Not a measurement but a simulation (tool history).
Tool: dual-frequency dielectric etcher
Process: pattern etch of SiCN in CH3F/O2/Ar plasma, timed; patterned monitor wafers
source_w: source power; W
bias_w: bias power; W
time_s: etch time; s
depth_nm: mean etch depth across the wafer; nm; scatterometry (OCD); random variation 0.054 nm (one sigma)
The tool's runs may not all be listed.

run 1 hour=0.0 | source_w=290 bias_w=101 time_s=34 | depth_nm=12.664
run 2 hour=2.1 | source_w=290 bias_w=95 time_s=34 | depth_nm=12.480
run 3 hour=8.4 | source_w=290 bias_w=95 time_s=34 | depth_nm=12.396
run 4 hour=16.6 | source_w=310 bias_w=97 time_s=34 | depth_nm=12.793
run 5 hour=21.6 | source_w=290 bias_w=97 time_s=34 | depth_nm=12.518
run 6 hour=24.0 | source_w=340 bias_w=97 time_s=34 | depth_nm=13.383
run 7 hour=33.0 | source_w=350 bias_w=98 time_s=34 | depth_nm=13.552

The next listed run, before its measurement:
run 8 hour=38.9 | source_w=360 bias_w=99 time_s=34 | depth_nm=?

depth_nm: 13.762 nm
